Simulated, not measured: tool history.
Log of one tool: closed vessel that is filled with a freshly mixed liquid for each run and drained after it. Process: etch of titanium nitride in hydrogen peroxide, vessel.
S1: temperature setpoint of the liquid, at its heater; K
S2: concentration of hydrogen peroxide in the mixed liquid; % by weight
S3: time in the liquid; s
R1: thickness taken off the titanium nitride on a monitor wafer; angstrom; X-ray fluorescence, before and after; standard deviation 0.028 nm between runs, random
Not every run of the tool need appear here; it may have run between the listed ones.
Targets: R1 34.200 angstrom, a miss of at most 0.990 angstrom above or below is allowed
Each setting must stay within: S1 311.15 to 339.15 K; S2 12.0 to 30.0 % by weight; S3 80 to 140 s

Run 1, hour 0.0: S1 327.15 K, S2 20.5 % by weight, S3 140 s. Result: R1 67.482 angstrom.
Run 2, hour 7.3: S1 324.15 K, S2 20.5 % by weight, S3 140 s. Result: R1 54.410 angstrom.
Run 3, hour 13.2: S1 322.15 K, S2 20.5 % by weight, S3 140 s. Result: R1 47.254 angstrom.
Run 4, hour 16.6: S1 322.15 K, S2 23.0 % by weight, S3 140 s. Result: R1 47.964 angstrom.
Run 5, hour 21.6: S1 320.65 K, S2 23.0 % by weight, S3 140 s. Result: R1 43.673 angstrom.
Run 6, hour 29.4: S1 319.65 K, S2 23.0 % by weight, S3 140 s. Result: R1 41.095 angstrom.
Run 7, hour 36.6: S1 318.65 K, S2 23.0 % by weight, S3 140 s. Result: R1 37.586 angstrom.
Run 8, hour 45.1: S1 318.15 K, S2 23.0 % by weight, S3 140 s. Result: R1 35.631 angstrom.

Exactly one of the 4 candidate moves below puts every result within its allowed miss. Which one?
Run A, hour 53.6: S1 317.65 K, S2 21.5 % by weight, S3 140 s. Result: R1 ?.
Run B, hour 53.6: S1 319.15 K, S2 21.0 % by weight, S3 140 s. Result: R1 ?.
Run C, hour 53.6: S1 319.15 K, S2 20.0 % by weight, S3 140 s. Result: R1 ?.
Run D, hour 53.6: S1 318.65 K, S2 24.0 % by weight, S3 140 s. Result: R1 ?.

move      R1
   A  34.559
   B  38.444
   C  38.043
   D  38.129
A: all results in spec
B: further off than the last run
C: further off than the last run
D: further off than the last run
Answer: A
